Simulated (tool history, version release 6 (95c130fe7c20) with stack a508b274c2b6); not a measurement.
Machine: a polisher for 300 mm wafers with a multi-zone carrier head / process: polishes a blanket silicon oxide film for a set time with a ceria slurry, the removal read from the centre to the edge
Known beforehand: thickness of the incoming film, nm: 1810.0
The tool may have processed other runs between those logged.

run  hour  flow of slurry (ml/min)  pressure of the head's centre zone  pressure of the head's middle zone  pressure of the head's edge zone  polishing time (s)  film removed at the wafer's centre (Å)  film removed at mid-radius (Å)  film removed at the wafer's edge (Å)
  1     0                      175                                   1                                   1                                 1                  59                                  2663.2                          2532.3                                2583.5
  2   4.1                      150                                   1                                   1                                 1                  59                                  2593.9                          2435.9                                  2544
  3   6.7                      170                                   1                                1.03                              0.98                  59                                  2664.1                          2568.7                                  2552
  4  11.9                      185                                   1                                1.05                              0.96                  59                                  2765.7                          2621.6                                2563.6
  5  15.8                      185                                1.08                                1.05                              0.96                  59                                  2968.9                          2683.8                                2522.6
  6  16.6                      185                                1.01                                1.05                              0.96                  59                                  2721.6                          2682.4                                2572.9
  7  21.8                      185                                1.01                                1.05                              0.96                  59                                  2721.6                          2643.8                                2516.2

Estimate the outcome of run 8 from the log above:
     30.8  -- centre zone pressure recalibrated
  8  30.8                      195                                1.01                                1.07                              0.96                  59                                       ?                               ?                                     ?

film removed at the wafer's centre (Å): 2638.8
film removed at mid-radius (Å): 2696.9
film removed at the wafer's edge (Å): 2549.8

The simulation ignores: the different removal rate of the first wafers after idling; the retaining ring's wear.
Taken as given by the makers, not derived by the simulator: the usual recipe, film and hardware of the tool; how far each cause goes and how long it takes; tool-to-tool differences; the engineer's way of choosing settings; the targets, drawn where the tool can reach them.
